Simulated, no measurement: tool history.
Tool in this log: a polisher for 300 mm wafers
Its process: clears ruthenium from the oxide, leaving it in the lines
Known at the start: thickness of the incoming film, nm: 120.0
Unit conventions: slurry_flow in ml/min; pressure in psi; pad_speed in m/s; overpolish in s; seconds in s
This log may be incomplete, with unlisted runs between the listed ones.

| run | day | slurry_flow | pressure | pad_speed | overpolish | seconds |
|---|---|---|---|---|---|---|
| 1 | 0.000 | 290 | 2.5 | 1.26 | 13 | 73.103 |
| 2 | 0.146 | 290 | 2.7 | 1.28 | 13 | 70.830 |
| 3 | 0.421 | 290 | 2.4 | 1.28 | 13 | 77.268 |
| 4 | 0.462 | 290 | 3.0 | 1.28 | 13 | 62.772 |
|  | 0.838 | worn pad replaced by a new one |
| 5 | 0.838 | 290 | 3.0 | 1.28 | 10 | 60.262 |
| 6 | 0.921 | 290 | 3.0 | 1.28 | 13 | 59.626 |

Run 7, settings as shown, results not yet in. Your forecast:
| 7 | 1.058 | 290 | 3.1 | 1.28 | 13 | ? |

Run 7 yielded seconds 58.687 s.
